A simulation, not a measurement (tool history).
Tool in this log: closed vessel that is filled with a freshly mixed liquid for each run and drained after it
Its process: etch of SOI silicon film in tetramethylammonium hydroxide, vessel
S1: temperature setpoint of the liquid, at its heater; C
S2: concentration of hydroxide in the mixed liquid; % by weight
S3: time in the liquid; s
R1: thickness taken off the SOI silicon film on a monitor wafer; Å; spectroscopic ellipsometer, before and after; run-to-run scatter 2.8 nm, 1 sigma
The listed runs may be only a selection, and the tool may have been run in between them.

run,hour,S1,S2,S3,R1
1,0,67,11.5,90,5215.4
2,4,69.5,11.5,90,6062.4
3,7.1,68.5,11.5,90,5659.4
4,14.6,68.5,13.5,90,5283.7
5,15.2,68.5,13.5,95,5619.1
6,22.6,68.5,13.5,95,5627.9
7,30,67.5,13.5,95,5259.8
8,38.2,67,13.5,95,5105.5
9,40.6,66.5,13.5,95,4927.4

Run 10 is up next; what results do you expect?
10,46.6,66,13.5,95,?

R1: 4770.1 Å
